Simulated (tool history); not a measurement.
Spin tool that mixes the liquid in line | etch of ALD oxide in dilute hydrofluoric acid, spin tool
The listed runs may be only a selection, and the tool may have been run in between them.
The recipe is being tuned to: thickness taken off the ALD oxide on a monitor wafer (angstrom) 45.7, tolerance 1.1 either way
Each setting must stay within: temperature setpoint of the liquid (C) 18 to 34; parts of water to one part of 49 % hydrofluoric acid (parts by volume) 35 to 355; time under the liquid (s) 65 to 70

run,hour,temperature setpoint of the liquid (C),parts of water to one part of 49 % hydrofluoric acid (parts by volume),time under the liquid (s),thickness taken off the ALD oxide on a monitor wafer (angstrom)
1,0,26,195,65,56.762
2,2.2,25,195,65,53.667
3,10.5,25,165,65,66.014
4,19.3,25,110,65,105.05
5,20.6,25,150,65,73.527
6,22.7,24,155,65,68.47
7,27.8,23,155,65,65.792
8,33.1,22,160,65,60.61
9,36.1,21.5,160,65,59.054

Pick the move, out of 5, that brings all results within their allowed miss; only one does.
A,39.1,21.5,150,65,?
B,39.1,22.5,125,70,?
C,39.1,20,200,65,?
D,39.1,19,190,65,?
E,39.1,18,180,65,?

move,thickness taken off the ALD oxide on a monitor wafer (angstrom)
A,63.848
B,88.236
C,42.908
D,43.868
E,44.939
A: lands further from the targets than the last run did
B: lands further from the targets than the last run did
C: moves the result that the last run missed by most past its target, out the other side
D: moves the result that the last run missed by most past its target, out the other side
E: all results in spec
The move that meets every target is E.

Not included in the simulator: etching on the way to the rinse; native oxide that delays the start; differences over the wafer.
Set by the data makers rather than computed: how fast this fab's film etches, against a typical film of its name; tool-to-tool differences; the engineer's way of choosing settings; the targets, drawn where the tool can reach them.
